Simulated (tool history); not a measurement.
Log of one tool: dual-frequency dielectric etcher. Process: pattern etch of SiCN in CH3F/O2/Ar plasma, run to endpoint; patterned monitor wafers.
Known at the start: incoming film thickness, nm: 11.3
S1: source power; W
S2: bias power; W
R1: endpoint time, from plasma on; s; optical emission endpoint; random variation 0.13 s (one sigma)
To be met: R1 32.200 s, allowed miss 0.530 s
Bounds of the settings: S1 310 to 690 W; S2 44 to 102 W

run	hour	S1	S2	R1
1	0.0	500	73	28.065
2	3.3	560	73	27.347
3	11.8	610	73	26.579
4	17.7	670	73	26.026
5	22.5	620	73	26.474
6	31.4	540	67	28.699
7	38.0	480	65	29.823
8	43.0	440	64	30.535
9	49.1	350	61	32.977
10	55.1	360	61	32.874

4 next moves are on the table. One of them brings every result within its allowed miss. Which?
A	61.1	370	56	?
B	61.1	390	54	?
C	61.1	410	52	?
D	61.1	400	60	?

move	R1
A	33.927
B	34.039
C	34.180
D	32.351
A: further off than the last run
B: further off than the last run
C: further off than the last run
D: meets every target
Move D is the one to make.
